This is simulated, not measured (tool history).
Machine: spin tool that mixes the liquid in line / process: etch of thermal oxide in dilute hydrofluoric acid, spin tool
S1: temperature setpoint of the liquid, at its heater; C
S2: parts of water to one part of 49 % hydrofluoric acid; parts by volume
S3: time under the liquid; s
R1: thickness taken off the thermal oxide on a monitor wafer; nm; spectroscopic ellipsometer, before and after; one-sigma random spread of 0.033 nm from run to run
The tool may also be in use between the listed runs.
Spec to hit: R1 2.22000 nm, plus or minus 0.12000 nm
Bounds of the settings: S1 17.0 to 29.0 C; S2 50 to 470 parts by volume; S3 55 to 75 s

run  hour    S1   S2  S3       R1
  1   0.0  21.0  260  75  0.99031
  2   4.8  19.0  260  75  0.93026
  3   9.5  19.0  260  55  0.67191
  4  14.3  21.0  235  55  0.82434
  5  14.9  22.5  195  60  1.20490
  6  16.9  22.5  240  60  0.90873
  7  20.2  23.0  205  60  1.15330
  8  29.1  24.0  185  60  1.35600
  9  38.0  25.0  170  60  1.51980
 10  41.9  25.5  160  60  1.73250
 11  47.8  26.0  155  60  1.85160
 12  54.0  26.0  155  60  1.80930
 13  57.4  26.5  150  60  1.87520
 14  63.5  27.0  145  60  2.00600
 15  72.4  27.5  145  60  2.07270
 16  78.9  28.0  145  60  2.14480

Which of these 4 next moves meets every target?
  A  85.4  27.0  135  55   ?
  B  85.4  29.0  145  55   ?
  C  85.4  28.5  155  60   ?
  D  85.4  29.0  175  75   ?

move       R1
   A  2.00090
   B  1.98060
   C  1.95960
   D  2.15450
A: the biggest miss grows against the last run
B: the biggest miss grows against the last run
C: the biggest miss grows against the last run
D: each result inside its tolerance
The right move is D.

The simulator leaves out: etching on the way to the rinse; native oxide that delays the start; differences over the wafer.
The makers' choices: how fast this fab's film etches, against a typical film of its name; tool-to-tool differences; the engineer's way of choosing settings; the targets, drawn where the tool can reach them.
